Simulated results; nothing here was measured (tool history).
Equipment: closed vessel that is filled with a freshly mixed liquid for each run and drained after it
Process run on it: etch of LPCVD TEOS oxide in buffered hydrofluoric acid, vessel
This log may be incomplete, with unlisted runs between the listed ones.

run,hour,temperature setpoint of the liquid (K),parts of 40 % ammonium fluoride to one part of 49 % hydrofluoric acid (parts by volume),time in the liquid (s),thickness taken off the LPCVD TEOS oxide on a monitor wafer (nm)
1,0.0,293.15,18.0,90,183.01
2,7.6,293.15,18.0,100,203.20
3,16.1,294.65,18.0,100,219.35
4,17.4,294.65,18.0,100,222.24
5,23.8,296.15,18.0,100,241.00
6,31.1,296.15,20.0,100,217.83
7,34.9,297.15,19.5,100,235.70

Forecast run 8:
8,42.5,298.15,19.0,100,?

Run 8 yielded thickness taken off the LPCVD TEOS oxide on a monitor wafer (nm) 255.96.
